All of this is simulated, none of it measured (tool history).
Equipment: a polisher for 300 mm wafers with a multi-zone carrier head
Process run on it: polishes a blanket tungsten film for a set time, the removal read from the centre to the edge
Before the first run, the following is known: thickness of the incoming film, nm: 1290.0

| run | hour | flow of slurry (ml/min) | pressure of the head's centre zone | pressure of the head's middle zone | pressure of the head's edge zone | abrasive content of the slurry | polishing time (s) | film removed at the wafer's centre (nm) | film removed at mid-radius (nm) | film removed at the wafer's edge (nm) |
|---|---|---|---|---|---|---|---|---|---|---|
| 1 | 0 | 220 | 1 | 1 | 1 | 1 | 77 | 332.44 | 348.58 | 345.3 |
| 2 | 5 | 220 | 1 | 1 | 1 | 1 | 88 | 371.53 | 393.81 | 396.67 |
| 3 | 7.9 | 260 | 1 | 1 | 1 | 1 | 88 | 382.79 | 396.55 | 405.6 |
| 4 | 12.7 | 260 | 1 | 1 | 1 | 1 | 70 | 302.3 | 320.96 | 317.79 |
|  | 20.1 | centre zone pressure recalibrated |
| 5 | 20.1 | 260 | 0.92 | 1 | 1 | 1 | 70 | 289.44 | 316.58 | 318.4 |
| 6 | 22.9 | 230 | 0.92 | 1 | 1 | 1 | 70 | 286.84 | 313.03 | 316.32 |
| 7 | 25.7 | 230 | 0.92 | 0.97 | 0.99 | 0.95 | 70 | 287.39 | 300.45 | 309.76 |
| 8 | 32.5 | 230 | 0.91 | 0.95 | 0.99 | 0.9 | 70 | 281.23 | 299 | 299.08 |
| 9 | 40.5 | 230 | 0.92 | 0.92 | 1.02 | 0.95 | 68 | 281.35 | 279.53 | 305.95 |

What does the tool deliver on the next run?
| 10 | 45.8 | 230 | 0.91 | 0.9 | 1.02 | 0.9 | 68 | ? | ? | ? |

Run 10 yielded film removed at the wafer's centre (nm) 274.21, film removed at mid-radius (nm) 273.04, film removed at the wafer's edge (nm) 306.97.
